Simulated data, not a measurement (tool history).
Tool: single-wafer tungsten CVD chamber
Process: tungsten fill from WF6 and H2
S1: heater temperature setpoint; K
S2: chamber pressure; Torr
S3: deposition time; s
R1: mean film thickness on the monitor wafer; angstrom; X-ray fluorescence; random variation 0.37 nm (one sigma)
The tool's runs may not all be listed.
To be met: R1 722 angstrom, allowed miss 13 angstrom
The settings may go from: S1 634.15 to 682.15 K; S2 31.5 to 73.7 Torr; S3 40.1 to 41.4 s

| run | hour | S1 | S2 | S3 | R1 |
|---|---|---|---|---|---|
| 1 | 0 | 658.15 | 52.6 | 40.1 | 1153.9 |
| 2 | 4.3 | 654.15 | 52.5 | 40.1 | 1056.9 |
| 3 | 7.4 | 654.15 | 52.5 | 41.4 | 1093.2 |
| 4 | 9.5 | 651.15 | 52.4 | 41.4 | 1023.5 |
| 5 | 17.6 | 648.15 | 52.3 | 41.4 | 952.64 |
| 6 | 26.5 | 648.15 | 52.3 | 40.1 | 920.78 |
|  | 29.2 | thermocouple changed; heater temperature recalibrated |
| 7 | 29.2 | 646.15 | 52.2 | 40.1 | 831.24 |
| 8 | 30.8 | 645.15 | 52.2 | 40.1 | 815.35 |
| 9 | 37.2 | 638.15 | 51.9 | 40.1 | 689.97 |
| 10 | 42 | 639.15 | 51.9 | 40.1 | 705.76 |

Which of these 5 next moves meets every target?
| A | 46.8 | 637.15 | 51.8 | 41.4 | ? |
| B | 46.8 | 638.15 | 53.3 | 41.1 | ? |
| C | 46.8 | 643.15 | 49.2 | 40.1 | ? |
| D | 46.8 | 640.15 | 51.6 | 41.3 | ? |
| E | 46.8 | 640.15 | 47.8 | 40.1 | ? |

| move | R1 |
|---|---|
| A | 700.84 |
| B | 723.72 |
| C | 757.19 |
| D | 748.19 |
| E | 694.6 |
A: further off than the last run
B: meets every target
C: takes the result that was furthest off past its target
D: takes the result that was furthest off past its target
E: further off than the last run
The right move is B.

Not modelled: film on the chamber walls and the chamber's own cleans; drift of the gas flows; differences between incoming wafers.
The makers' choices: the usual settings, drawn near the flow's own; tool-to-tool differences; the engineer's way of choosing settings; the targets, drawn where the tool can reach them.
